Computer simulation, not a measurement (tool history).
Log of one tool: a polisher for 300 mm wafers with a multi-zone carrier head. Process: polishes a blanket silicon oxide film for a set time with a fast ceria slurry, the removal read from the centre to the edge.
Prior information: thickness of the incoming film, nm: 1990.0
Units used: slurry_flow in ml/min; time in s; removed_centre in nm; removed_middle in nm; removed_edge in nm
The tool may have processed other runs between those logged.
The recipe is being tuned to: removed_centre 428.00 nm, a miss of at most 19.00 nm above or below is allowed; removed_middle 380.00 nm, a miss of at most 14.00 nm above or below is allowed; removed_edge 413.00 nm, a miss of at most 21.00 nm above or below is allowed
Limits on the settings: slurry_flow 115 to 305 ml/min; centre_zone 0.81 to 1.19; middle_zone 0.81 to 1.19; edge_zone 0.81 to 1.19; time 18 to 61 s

run	hour	slurry_flow	centre_zone	middle_zone	edge_zone	time	removed_centre	removed_middle	removed_edge
1	0.0	195	1.00	1.00	1.00	39	825.03	749.12	768.14
2	8.3	195	1.05	1.00	1.00	39	853.78	761.27	745.71
3	15.3	185	1.04	0.99	0.99	36	758.61	695.59	681.81
4	19.0	185	1.04	1.02	0.99	36	775.34	698.37	684.81
5	19.5	185	1.04	1.02	0.99	32	681.74	633.91	607.91
6	25.3	185	1.04	1.02	0.99	41	878.93	795.72	781.79
7	33.7	175	1.04	0.99	0.99	38	806.09	717.18	730.15
8	38.7	165	1.04	0.97	0.98	35	751.36	636.58	642.21
9	39.9	165	1.02	0.96	0.98	33	677.50	604.68	620.49
10	45.1	140	1.03	0.86	0.89	22	447.04	355.87	387.21
11	53.2	140	1.03	0.86	0.89	22	449.14	354.76	385.22
# hour 59.7: centre zone pressure recalibrated
12	59.7	140	1.02	0.86	0.90	22	398.32	357.27	393.64

Exactly one of the 5 candidate moves below puts every result within its allowed miss. Which one?
A	66.2	115	0.90	0.85	0.87	24	?	?	?
B	66.2	170	1.09	0.81	0.82	21	?	?	?
C	66.2	125	1.13	0.83	0.82	22	?	?	?
D	66.2	145	1.05	0.88	0.92	23	?	?	?
E	66.2	145	0.91	0.88	0.98	23	?	?	?

move	removed_centre	removed_middle	removed_edge
A	364.94	366.71	398.41
B	431.60	338.98	364.13
C	432.64	337.41	362.64
D	438.60	384.40	407.95
E	379.69	384.66	419.26
A: the furthest-off result lands on target, but another misses its tolerance
B: further off than the last run
C: further off than the last run
D: hits every target within its allowed miss
E: the furthest-off result lands on target, but another misses its tolerance
Correct choice: D, which meets every target

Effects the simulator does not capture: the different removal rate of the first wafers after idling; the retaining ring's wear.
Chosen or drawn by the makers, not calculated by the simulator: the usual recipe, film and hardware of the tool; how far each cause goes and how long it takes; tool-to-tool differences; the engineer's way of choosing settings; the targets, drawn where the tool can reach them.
